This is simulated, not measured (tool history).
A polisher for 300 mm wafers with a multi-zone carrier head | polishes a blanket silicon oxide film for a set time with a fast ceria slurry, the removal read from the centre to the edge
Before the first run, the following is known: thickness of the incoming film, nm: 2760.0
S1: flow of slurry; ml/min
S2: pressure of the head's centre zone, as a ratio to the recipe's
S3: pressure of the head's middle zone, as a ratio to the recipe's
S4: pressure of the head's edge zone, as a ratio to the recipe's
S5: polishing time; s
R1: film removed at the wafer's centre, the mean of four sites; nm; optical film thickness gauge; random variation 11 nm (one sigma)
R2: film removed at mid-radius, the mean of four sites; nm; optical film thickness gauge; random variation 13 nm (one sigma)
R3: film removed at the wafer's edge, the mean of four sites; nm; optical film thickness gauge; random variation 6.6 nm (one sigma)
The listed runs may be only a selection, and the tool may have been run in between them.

Run 1, day 0.000: S1 290 ml/min, S2 1.00, S3 1.00, S4 1.00, S5 57 s. Result: R1 1209.70 nm, R2 1137.00 nm, R3 1078.00 nm.
Run 2, day 0.329: S1 285 ml/min, S2 0.97, S3 1.00, S4 0.98, S5 54 s. Result: R1 1107.10 nm, R2 1078.10 nm, R3 1033.80 nm.
Run 3, day 0.379: S1 285 ml/min, S2 0.97, S3 0.93, S4 0.98, S5 54 s. Result: R1 1131.60 nm, R2 996.66 nm, R3 1015.30 nm.
Run 4, day 0.554: S1 285 ml/min, S2 0.95, S3 0.96, S4 0.96, S5 51 s. Result: R1 1021.40 nm, R2 962.11 nm, R3 952.22 nm.
Run 5, day 0.850: S1 285 ml/min, S2 0.94, S3 0.98, S4 0.94, S5 49 s. Result: R1 962.02 nm, R2 960.00 nm, R3 904.19 nm.
Run 6, day 1.150: S1 285 ml/min, S2 0.92, S3 0.98, S4 0.92, S5 48 s. Result: R1 939.36 nm, R2 892.66 nm, R3 883.02 nm.
At day 1.312: centre zone pressure recalibrated.
Run 7, day 1.312: S1 265 ml/min, S2 0.85, S3 1.08, S4 0.94, S5 41 s. Result: R1 683.03 nm, R2 858.39 nm, R3 755.29 nm.

For run 8, what comes out?
Run 8, day 1.612: S1 275 ml/min, S2 0.87, S3 1.08, S4 0.95, S5 41 s. Result: R1 ?, R2 ?, R3 ?.

Run 8 gave R1 707.26 nm, R2 849.96 nm, R3 761.17 nm.
